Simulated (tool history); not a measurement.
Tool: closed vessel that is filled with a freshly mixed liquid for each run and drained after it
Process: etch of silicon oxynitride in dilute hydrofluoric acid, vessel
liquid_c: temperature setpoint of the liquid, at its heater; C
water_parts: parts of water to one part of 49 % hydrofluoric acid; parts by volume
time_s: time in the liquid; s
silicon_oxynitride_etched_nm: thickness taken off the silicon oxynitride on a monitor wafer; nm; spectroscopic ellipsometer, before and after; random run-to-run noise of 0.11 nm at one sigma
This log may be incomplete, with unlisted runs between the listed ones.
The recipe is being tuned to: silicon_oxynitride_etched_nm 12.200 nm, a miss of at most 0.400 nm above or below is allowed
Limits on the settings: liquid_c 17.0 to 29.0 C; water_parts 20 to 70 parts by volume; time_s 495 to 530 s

run,hour,liquid_c,water_parts,time_s,silicon_oxynitride_etched_nm
1,0.0,21.0,40,495,22.818
2,9.3,20.0,45,495,19.019
3,16.6,20.0,45,530,20.347
4,24.0,19.5,50,530,17.764
5,27.9,19.0,50,530,17.573
6,35.5,21.0,50,530,19.414
7,41.5,20.0,50,530,18.222
8,49.9,19.5,50,530,17.962
9,53.0,19.0,50,530,17.450
10,60.8,18.5,50,530,17.069
11,67.9,18.0,50,530,16.429
12,70.3,17.5,55,530,14.541
13,71.3,17.0,60,530,13.291

Consider the 5 candidate settings below. Which is the only one whose results all fall within their allowed miss of target?
A,72.3,20.5,70,495,?
B,72.3,17.0,55,510,?
C,72.3,18.5,70,495,?
D,72.3,17.0,50,510,?
E,72.3,17.5,65,495,?

move,silicon_oxynitride_etched_nm
A,12.542
B,13.927
C,11.350
D,15.367
E,11.659
A: all results in spec
B: moves away from the targets compared with the last run
C: takes the biggest miss from the last run beyond its target
D: moves away from the targets compared with the last run
E: takes the biggest miss from the last run beyond its target
The right move is A.
